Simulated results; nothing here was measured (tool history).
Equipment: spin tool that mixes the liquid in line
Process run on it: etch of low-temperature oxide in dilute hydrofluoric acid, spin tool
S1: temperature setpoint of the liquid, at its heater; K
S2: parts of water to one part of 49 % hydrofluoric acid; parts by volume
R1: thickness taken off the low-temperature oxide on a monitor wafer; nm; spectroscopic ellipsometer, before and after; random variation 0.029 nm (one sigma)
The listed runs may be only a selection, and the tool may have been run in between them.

run 1 hour=0.0 | S1=295.15 S2=100 time_under_the_liquid_(s)=15 | R1=5.2933
run 2 hour=8.8 | S1=291.65 S2=100 time_under_the_liquid_(s)=15 | R1=4.5966
run 3 hour=10.4 | S1=294.15 S2=100 time_under_the_liquid_(s)=15 | R1=5.0969
run 4 hour=18.4 | S1=294.15 S2=120 time_under_the_liquid_(s)=15 | R1=4.1471
run 5 hour=27.2 | S1=294.15 S2=85 time_under_the_liquid_(s)=15 | R1=6.0738
run 6 hour=34.1 | S1=294.15 S2=85 time_under_the_liquid_(s)=15 | R1=6.1038
run 7 hour=38.0 | S1=295.15 S2=85 time_under_the_liquid_(s)=15 | R1=6.2999
run 8 hour=39.6 | S1=295.65 S2=85 time_under_the_liquid_(s)=15 | R1=6.4874
run 9 hour=43.7 | S1=296.15 S2=85 time_under_the_liquid_(s)=15 | R1=6.6256
run 10 hour=47.1 | S1=296.65 S2=85 time_under_the_liquid_(s)=15 | R1=6.7547
run 11 hour=53.8 | S1=296.65 S2=85 time_under_the_liquid_(s)=15 | R1=6.7708
run 12 hour=58.1 | S1=297.15 S2=85 time_under_the_liquid_(s)=15 | R1=6.8477

Run 13, settings as shown, results not yet in. Your forecast:
run 13 hour=59.2 | S1=297.15 S2=85 time_under_the_liquid_(s)=15 | R1=?

{"run 13": {"R1": 6.8659}}
